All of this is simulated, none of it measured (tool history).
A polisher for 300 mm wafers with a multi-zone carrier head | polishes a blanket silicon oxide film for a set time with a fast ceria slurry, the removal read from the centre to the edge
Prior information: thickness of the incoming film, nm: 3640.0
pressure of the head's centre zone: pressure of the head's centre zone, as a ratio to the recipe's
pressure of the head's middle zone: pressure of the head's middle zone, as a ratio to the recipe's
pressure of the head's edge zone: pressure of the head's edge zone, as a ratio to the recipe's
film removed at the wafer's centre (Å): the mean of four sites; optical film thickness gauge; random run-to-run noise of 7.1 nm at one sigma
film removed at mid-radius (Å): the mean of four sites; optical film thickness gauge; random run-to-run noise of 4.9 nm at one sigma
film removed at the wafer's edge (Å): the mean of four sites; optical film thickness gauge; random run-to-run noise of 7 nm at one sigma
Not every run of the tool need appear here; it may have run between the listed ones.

run  hour  flow of slurry (ml/min)  pressure of the head's centre zone  pressure of the head's middle zone  pressure of the head's edge zone  polishing time (s)  film removed at the wafer's centre (Å)  film removed at mid-radius (Å)  film removed at the wafer's edge (Å)
  1     0                      270                                   1                                   1                                 1                  34                                  5927.5                          6172.9                                5964.7
  2   7.5                      270                                   1                                   1                                 1                  42                                  7432.7                          7653.9                                7346.2
  3  13.1                      245                                   1                                   1                                 1                  42                                  7326.5                          7668.6                                7289.6
  4  15.2                      250                                   1                                0.97                              0.99                  40                                  6881.2                          7059.7                                7027.1
  5  22.1                      255                                1.02                                0.96                              0.99                  38                                    6661                          6646.5                                6587.6
  6  25.2                      255                                0.99                                0.96                              0.99                  38                                  6472.6                            6578                                6615.3
  7  32.3                      260                                   1                                0.94                              0.97                  37                                  6355.9                          6429.1                                6349.9
  8  34.8                      260                                1.01                                0.91                              0.97                  36                                  6337.6                          5911.9                                6197.1
  9  43.4                      255                                   1                                0.89                              0.95                  35                                  6166.1                          5629.3                                5916.4
 10  49.1                      250                                0.99                                0.88                              0.94                  35                                  5916.4                          5699.1                                5922.6
 11  53.9                      245                                0.99                                0.87                              0.93                  35                                  6028.1                          5626.2                                5805.6

Expected results for the next run?
 12    57                      240                                0.98                                0.86                              0.93                  35                                       ?                               ?                                     ?

film removed at the wafer's centre (Å): 5793.2
film removed at mid-radius (Å): 5563.3
film removed at the wafer's edge (Å): 5984.2

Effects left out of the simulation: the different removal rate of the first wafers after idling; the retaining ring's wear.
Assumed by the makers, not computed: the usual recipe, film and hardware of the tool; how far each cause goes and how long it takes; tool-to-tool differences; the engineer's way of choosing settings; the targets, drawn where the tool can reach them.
